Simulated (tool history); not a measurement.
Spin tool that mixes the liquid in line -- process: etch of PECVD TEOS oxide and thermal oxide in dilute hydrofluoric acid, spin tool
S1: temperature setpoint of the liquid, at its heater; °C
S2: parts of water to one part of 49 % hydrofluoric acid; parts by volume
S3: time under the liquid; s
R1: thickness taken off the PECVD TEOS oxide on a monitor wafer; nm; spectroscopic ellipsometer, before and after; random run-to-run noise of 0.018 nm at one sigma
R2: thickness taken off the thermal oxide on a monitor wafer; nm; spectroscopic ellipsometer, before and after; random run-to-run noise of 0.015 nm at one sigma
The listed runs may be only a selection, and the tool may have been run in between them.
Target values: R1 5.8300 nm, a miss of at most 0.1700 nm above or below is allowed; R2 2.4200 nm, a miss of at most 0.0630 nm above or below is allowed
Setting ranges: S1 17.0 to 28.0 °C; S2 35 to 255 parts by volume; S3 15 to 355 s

{"run": 1, "hour": 0.0, "S1": 20.0, "S2": 145, "S3": 180, "R1": 9.0017, "R2": 3.8027}
{"run": 2, "hour": 6.2, "S1": 23.5, "S2": 145, "S3": 180, "R1": 10.34, "R2": 4.3236}
{"run": 3, "hour": 11.7, "S1": 23.5, "S2": 180, "S3": 180, "R1": 8.0458, "R2": 3.3523}
{"run": 4, "hour": 13.7, "S1": 22.5, "S2": 180, "S3": 180, "R1": 7.7599, "R2": 3.1999}
{"run": 5, "hour": 18.4, "S1": 24.5, "S2": 180, "S3": 180, "R1": 8.3284, "R2": 3.4696}
{"run": 6, "hour": 24.4, "S1": 21.5, "S2": 180, "S3": 180, "R1": 7.4196, "R2": 3.1131}
{"run": 7, "hour": 28.2, "S1": 21.5, "S2": 180, "S3": 180, "R1": 7.4451, "R2": 3.1292}
{"run": 8, "hour": 35.6, "S1": 21.0, "S2": 185, "S3": 180, "R1": 7.0618, "R2": 2.9508}
{"run": 9, "hour": 41.2, "S1": 20.5, "S2": 185, "S3": 180, "R1": 6.893, "R2": 2.8801}
{"run": 10, "hour": 49.4, "S1": 20.0, "S2": 185, "S3": 180, "R1": 6.7832, "R2": 2.8144}

4 next moves are on the table. One of them brings every result within its allowed miss. Which?
{"run": "A", "hour": 57.6, "S1": 19.0, "S2": 105, "S3": 90, "R1": "?", "R2": "?"}
{"run": "B", "hour": 57.6, "S1": 19.5, "S2": 90, "S3": 75, "R1": "?", "R2": "?"}
{"run": "C", "hour": 57.6, "S1": 17.5, "S2": 210, "S3": 200, "R1": "?", "R2": "?"}
{"run": "D", "hour": 57.6, "S1": 19.0, "S2": 165, "S3": 150, "R1": "?", "R2": "?"}

move=A R1=6.1841 R2=2.5861
move=B R1=6.2373 R2=2.6083
move=C R1=5.8533 R2=2.4477
move=D R1=6.1848 R2=2.5863
A: closer than the last run, but not yet in spec
B: closer than the last run, but not yet in spec
C: all results in spec
D: closer than the last run, but not yet in spec
Answer: C
